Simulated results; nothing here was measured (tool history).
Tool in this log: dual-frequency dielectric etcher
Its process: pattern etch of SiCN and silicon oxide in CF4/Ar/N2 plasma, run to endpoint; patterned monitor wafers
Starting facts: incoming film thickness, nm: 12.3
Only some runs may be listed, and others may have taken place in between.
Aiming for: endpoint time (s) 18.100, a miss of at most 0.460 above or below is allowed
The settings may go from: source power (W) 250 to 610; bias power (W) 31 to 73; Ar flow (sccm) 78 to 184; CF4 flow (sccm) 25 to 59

| run | hour | source power (W) | bias power (W) | Ar flow (sccm) | CF4 flow (sccm) | endpoint time (s) |
|---|---|---|---|---|---|---|
| 1 | 0.0 | 430 | 52 | 131 | 42 | 21.033 |
| 2 | 6.4 | 430 | 44 | 131 | 42 | 22.400 |
| 3 | 12.7 | 430 | 44 | 143 | 42 | 23.000 |
| 4 | 17.1 | 450 | 44 | 143 | 42 | 22.635 |
| 5 | 24.7 | 480 | 45 | 143 | 42 | 21.767 |
| 6 | 28.8 | 500 | 46 | 142 | 42 | 20.691 |
| 7 | 35.1 | 520 | 46 | 142 | 42 | 20.063 |
| 8 | 37.3 | 530 | 46 | 142 | 42 | 20.408 |
| 9 | 41.0 | 530 | 46 | 142 | 42 | 20.125 |
| 10 | 45.7 | 540 | 46 | 142 | 42 | 19.980 |
| 11 | 48.2 | 550 | 47 | 142 | 42 | 19.716 |
| 12 | 51.5 | 560 | 48 | 141 | 42 | 19.470 |

4 next moves are on the table. One of them brings every result within its allowed miss. Which?
| A | 54.8 | 530 | 47 | 143 | 36 | ? |
| B | 54.8 | 610 | 44 | 129 | 46 | ? |
| C | 54.8 | 490 | 46 | 143 | 36 | ? |
| D | 54.8 | 570 | 51 | 158 | 39 | ? |

| move | endpoint time (s) |
|---|---|
| A | 20.572 |
| B | 18.113 |
| C | 21.630 |
| D | 19.234 |
A: the biggest miss grows against the last run
B: in spec on every target
C: the biggest miss grows against the last run
D: better than the last run, though not everything is in spec
Answer: B

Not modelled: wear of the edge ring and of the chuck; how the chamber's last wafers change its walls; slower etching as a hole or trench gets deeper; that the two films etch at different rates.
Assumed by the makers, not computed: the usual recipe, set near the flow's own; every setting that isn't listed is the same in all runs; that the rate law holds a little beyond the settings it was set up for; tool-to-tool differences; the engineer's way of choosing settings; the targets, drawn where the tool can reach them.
